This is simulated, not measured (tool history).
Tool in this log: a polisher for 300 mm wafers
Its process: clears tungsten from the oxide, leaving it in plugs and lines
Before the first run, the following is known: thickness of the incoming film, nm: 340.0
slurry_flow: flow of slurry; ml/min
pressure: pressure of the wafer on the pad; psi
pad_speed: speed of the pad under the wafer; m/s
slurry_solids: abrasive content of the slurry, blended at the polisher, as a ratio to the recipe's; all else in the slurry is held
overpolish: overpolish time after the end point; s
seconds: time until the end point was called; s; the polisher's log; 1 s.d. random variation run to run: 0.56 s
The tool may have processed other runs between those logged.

run    day  slurry_flow  pressure  pad_speed  slurry_solids  overpolish  seconds
  1      0          240       2.9       1.36              1          21   79.367
  2  0.071          240       2.9       1.36           1.15          21   78.301
  3  0.158          280       2.9       1.36           1.15          21    75.58
  4  0.496          285         3       1.36           1.15          21   73.017
  5   0.85          285       2.7       1.36           1.15          21   81.647
  6  1.029          260       2.7       1.36           1.15          21   81.104
  7  1.292          260       2.8       1.36           1.15          21   79.152

The next listed run, before its measurement:
  8  1.517          260       2.9       1.36           1.15          21        ?

Run 8 yielded seconds 75.573 s.
